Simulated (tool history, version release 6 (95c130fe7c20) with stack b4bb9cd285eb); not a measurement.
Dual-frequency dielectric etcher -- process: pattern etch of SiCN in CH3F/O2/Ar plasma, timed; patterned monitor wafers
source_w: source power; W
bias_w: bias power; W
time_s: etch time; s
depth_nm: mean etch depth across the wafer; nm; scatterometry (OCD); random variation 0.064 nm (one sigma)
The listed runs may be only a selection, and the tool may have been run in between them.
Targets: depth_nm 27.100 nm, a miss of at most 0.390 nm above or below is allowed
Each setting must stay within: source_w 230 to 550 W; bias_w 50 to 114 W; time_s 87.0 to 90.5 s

| run | day | source_w | bias_w | time_s | depth_nm |
|---|---|---|---|---|---|
| 1 | 0.000 | 390 | 82 | 87.0 | 33.889 |
| 2 | 0.242 | 340 | 76 | 87.0 | 31.012 |
| 3 | 0.279 | 310 | 75 | 87.0 | 29.749 |
| 4 | 0.612 | 290 | 75 | 87.0 | 28.946 |
| 5 | 0.650 | 290 | 87 | 87.0 | 31.142 |
| 6 | 0.862 | 270 | 83 | 87.0 | 29.585 |
| 7 | 1.092 | 260 | 81 | 87.0 | 28.773 |
| 8 | 1.354 | 250 | 80 | 87.0 | 28.294 |
| 9 | 1.475 | 240 | 79 | 87.0 | 27.652 |

5 candidate next runs follow, results not yet known. Just one meets every target within its allowed miss. Identify it.
| A | 1.596 | 230 | 80 | 89.0 | ? |
| B | 1.596 | 250 | 75 | 89.0 | ? |
| C | 1.596 | 230 | 83 | 89.0 | ? |
| D | 1.596 | 230 | 82 | 88.5 | ? |
| E | 1.596 | 240 | 76 | 87.0 | ? |

| move | depth_nm |
|---|---|
| A | 28.058 |
| B | 28.048 |
| C | 28.568 |
| D | 28.240 |
| E | 27.177 |
A: moves away from the targets compared with the last run
B: moves away from the targets compared with the last run
C: moves away from the targets compared with the last run
D: moves away from the targets compared with the last run
E: meets every target
E meets every target.

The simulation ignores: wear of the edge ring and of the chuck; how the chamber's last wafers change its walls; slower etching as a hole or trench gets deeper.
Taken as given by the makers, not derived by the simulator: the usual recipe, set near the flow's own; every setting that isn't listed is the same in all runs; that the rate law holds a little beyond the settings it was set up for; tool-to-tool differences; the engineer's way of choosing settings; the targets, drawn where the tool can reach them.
